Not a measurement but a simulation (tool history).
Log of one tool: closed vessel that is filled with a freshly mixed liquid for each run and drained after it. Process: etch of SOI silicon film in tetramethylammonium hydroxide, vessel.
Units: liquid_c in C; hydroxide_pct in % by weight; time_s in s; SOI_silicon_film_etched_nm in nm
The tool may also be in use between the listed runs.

{"run": 1, "hour": 0.0, "liquid_c": 58, "hydroxide_pct": 18.5, "time_s": 105, "SOI_silicon_film_etched_nm": 291.01}
{"run": 2, "hour": 7.9, "liquid_c": 59, "hydroxide_pct": 18.5, "time_s": 105, "SOI_silicon_film_etched_nm": 311.38}
{"run": 3, "hour": 12.5, "liquid_c": 59, "hydroxide_pct": 18.5, "time_s": 105, "SOI_silicon_film_etched_nm": 308.51}
{"run": 4, "hour": 15.3, "liquid_c": 60, "hydroxide_pct": 18.5, "time_s": 105, "SOI_silicon_film_etched_nm": 325.07}
{"run": 5, "hour": 18.2, "liquid_c": 60.5, "hydroxide_pct": 18.5, "time_s": 105, "SOI_silicon_film_etched_nm": 345.87}
{"run": 6, "hour": 19.3, "liquid_c": 61, "hydroxide_pct": 18.5, "time_s": 105, "SOI_silicon_film_etched_nm": 351.8}

Run 7 comes next. What will it give?
{"run": 7, "hour": 25.7, "liquid_c": 61.5, "hydroxide_pct": 18.5, "time_s": 105, "SOI_silicon_film_etched_nm": "?"}

SOI_silicon_film_etched_nm: 362.84 nm
